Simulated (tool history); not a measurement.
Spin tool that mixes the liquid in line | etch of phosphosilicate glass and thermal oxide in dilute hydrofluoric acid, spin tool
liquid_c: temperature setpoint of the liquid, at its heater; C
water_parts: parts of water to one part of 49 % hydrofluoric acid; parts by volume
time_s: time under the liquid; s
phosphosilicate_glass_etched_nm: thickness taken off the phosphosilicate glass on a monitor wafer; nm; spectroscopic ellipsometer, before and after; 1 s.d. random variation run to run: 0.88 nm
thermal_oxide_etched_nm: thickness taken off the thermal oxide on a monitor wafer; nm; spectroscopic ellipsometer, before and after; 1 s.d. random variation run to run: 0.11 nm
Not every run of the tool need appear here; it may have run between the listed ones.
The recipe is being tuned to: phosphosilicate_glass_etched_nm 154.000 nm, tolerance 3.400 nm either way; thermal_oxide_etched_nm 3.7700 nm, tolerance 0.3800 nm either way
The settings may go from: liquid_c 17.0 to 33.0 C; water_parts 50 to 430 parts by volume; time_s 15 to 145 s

run	hour	liquid_c	water_parts	time_s	phosphosilicate_glass_etched_nm	thermal_oxide_etched_nm
1	0.0	25.0	240	75	55.074	1.3789
2	1.5	25.0	240	100	73.454	1.8109
3	5.9	26.5	220	100	85.450	2.1033
4	9.1	28.0	200	100	103.190	2.3685
5	16.6	28.5	185	100	114.430	2.7998
6	23.0	29.5	180	100	123.230	2.9110
7	24.8	30.0	175	100	129.260	3.0445
8	25.8	30.5	170	100	137.790	3.3221
9	28.3	31.0	170	100	138.420	3.5509
10	34.0	31.0	165	100	145.130	3.5311

Which single option among these 5 for the next run brings every result within its allowed miss of target? Just one does.
A	39.7	26.5	155	100	?	?
B	39.7	33.0	190	105	?	?
C	39.7	32.0	160	100	?	?
D	39.7	30.5	140	85	?	?
E	39.7	24.0	150	110	?	?

move	phosphosilicate_glass_etched_nm	thermal_oxide_etched_nm
A	132.820	3.2784
B	136.520	3.3699
C	155.610	3.8410
D	147.450	3.6397
E	138.310	3.4141
A: moves away from the targets compared with the last run
B: moves away from the targets compared with the last run
C: all results in spec
D: better than the last run, though not everything is in spec
E: moves away from the targets compared with the last run
Go with C: it meets all targets.
